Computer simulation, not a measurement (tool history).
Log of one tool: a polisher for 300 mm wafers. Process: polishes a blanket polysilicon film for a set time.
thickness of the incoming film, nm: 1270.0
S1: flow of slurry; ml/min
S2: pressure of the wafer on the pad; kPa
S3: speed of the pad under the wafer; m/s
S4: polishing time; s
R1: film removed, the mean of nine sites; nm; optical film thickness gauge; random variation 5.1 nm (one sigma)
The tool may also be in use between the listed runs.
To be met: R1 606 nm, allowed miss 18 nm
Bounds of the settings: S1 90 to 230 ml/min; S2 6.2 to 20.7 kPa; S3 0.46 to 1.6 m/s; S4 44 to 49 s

run	hour	S1	S2	S3	S4	R1
1	0	150	13.1	1.02	49	277
2	8.9	150	13.1	1.02	44	249.82
3	11.8	150	15.9	1.02	44	302.13
4	19.8	150	15.9	0.86	44	255.37
5	21.5	150	15.9	0.96	44	282.89
6	23.2	115	15.9	0.96	44	264.7
7	30.9	115	15.9	0.96	44	264.81
8	39.3	130	16.5	1.04	44	307.85
9	40.3	145	17.2	1.1	44	352.39
10	42.5	155	17.9	1.14	44	370.62
11	46.7	160	18.6	1.22	44	422.6
12	54.1	180	20.7	1.44	45	572.19
13	56.7	180	20.7	1.46	45	568.04
# hour 59.5: worn pad replaced by a new one
14	59.5	180	20.7	1.48	45	641.87

5 next moves are on the table. One of them brings every result within its allowed miss. Which?
A	62.3	175	20.7	1.28	49	?
B	62.3	165	20.7	1.22	49	?
C	62.3	195	19.3	1.38	44	?
D	62.3	180	17.9	1.52	44	?
E	62.3	230	16.5	1.56	45	?

move	R1
A	593.1
B	560.5
C	545.3
D	551.77
E	554.52
A: meets every target
B: takes the result that was furthest off past its target
C: takes the result that was furthest off past its target
D: takes the result that was furthest off past its target
E: takes the result that was furthest off past its target
Answer: A

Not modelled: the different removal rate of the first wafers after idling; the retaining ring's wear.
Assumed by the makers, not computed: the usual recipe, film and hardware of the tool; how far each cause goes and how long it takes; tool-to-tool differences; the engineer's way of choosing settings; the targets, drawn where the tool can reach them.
